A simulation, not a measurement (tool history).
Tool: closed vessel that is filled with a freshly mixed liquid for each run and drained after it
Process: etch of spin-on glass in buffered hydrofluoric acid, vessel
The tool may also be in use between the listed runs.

| run | hour | temperature setpoint of the liquid (°C) | parts of 40 % ammonium fluoride to one part of 49 % hydrofluoric acid (parts by volume) | time in the liquid (s) | thickness taken off the spin-on glass on a monitor wafer (angstrom) |
|---|---|---|---|---|---|
| 1 | 0.0 | 24.0 | 12 | 30 | 653.08 |
| 2 | 3.9 | 25.0 | 12 | 30 | 681.17 |
| 3 | 11.7 | 26.0 | 12 | 30 | 715.59 |
| 4 | 16.1 | 27.0 | 12 | 30 | 764.76 |
|  | 19.0 | hydrofluoric acid flow meter replaced |
| 5 | 19.0 | 27.5 | 12 | 30 | 743.77 |
| 6 | 23.9 | 27.5 | 12 | 30 | 740.87 |

Run 7 comes next. What will it give?
| 7 | 29.7 | 28.5 | 12 | 30 | ? |

{"run 7": {"thickness taken off the spin-on glass on a monitor wafer (angstrom)": 771.58}}
